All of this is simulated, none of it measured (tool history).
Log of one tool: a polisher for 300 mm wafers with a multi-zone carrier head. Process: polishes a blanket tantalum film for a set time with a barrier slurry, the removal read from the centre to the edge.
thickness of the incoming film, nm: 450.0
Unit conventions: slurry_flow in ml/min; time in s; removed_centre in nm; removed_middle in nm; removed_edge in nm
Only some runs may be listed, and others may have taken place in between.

run,hour,slurry_flow,centre_zone,middle_zone,edge_zone,slurry_solids,time,removed_centre,removed_middle,removed_edge
1,0,305,1,1,1,1,57,92.18,93.012,91.461
2,8.4,340,1,1,1,1,57,90.746,93.81,93.077
3,12.8,325,1,0.95,0.99,0.85,56,82.824,80.92,83.821
4,16.2,325,1,0.91,0.99,0.85,56,84.612,78.773,82.011
5,18.5,320,0.99,0.88,1,0.75,56,76.411,70.257,76.704
6,27.5,300,0.99,0.86,1,0.75,56,77.188,68.584,76.259
7,32.8,285,0.98,0.85,0.99,0.75,56,74.825,67.759,76.468
8,33.4,275,1.01,0.81,0.91,0.65,56,66.866,58.229,66.558
9,41,295,1.01,0.82,0.93,0.65,56,68.406,58.918,66.519
10,46.8,290,1.01,0.86,1.03,0.85,56,84.651,74.117,82.118
11,49.4,275,1.01,0.85,1,0.85,56,83.472,73.345,81.702
12,56.7,265,1.01,0.84,0.97,0.8,56,79.836,69.493,77.968

What does the tool deliver on the next run?
13,57.9,265,1.01,0.84,0.97,0.8,56,?,?,?

{"run 13": {"removed_centre": 78.928, "removed_middle": 68.85, "removed_edge": 79.119}}
